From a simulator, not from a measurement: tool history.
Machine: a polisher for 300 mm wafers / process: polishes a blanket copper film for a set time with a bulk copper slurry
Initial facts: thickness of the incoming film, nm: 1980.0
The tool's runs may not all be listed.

run	hour	flow of slurry (ml/min)	pressure of the wafer on the pad (psi)	speed of the pad under the wafer (m/s)	abrasive content of the slurry	polishing time (s)	film removed (nm)
1	0.0	180	3.3	1.00	1.0	92	1117.80
2	2.0	180	2.5	1.00	1.0	92	859.24
3	3.5	180	2.5	0.86	1.0	92	727.22
4	8.3	180	2.5	0.86	1.1	92	742.42
5	10.2	180	2.5	0.98	1.1	92	858.89
6	17.8	180	2.5	0.98	1.1	92	848.32
7	18.6	195	3.5	1.04	1.1	92	1253.20

For run 8, what comes out?
8	22.8	210	4.5	1.06	1.1	92	?

Logged for run 8: film removed (nm) 1658.70.
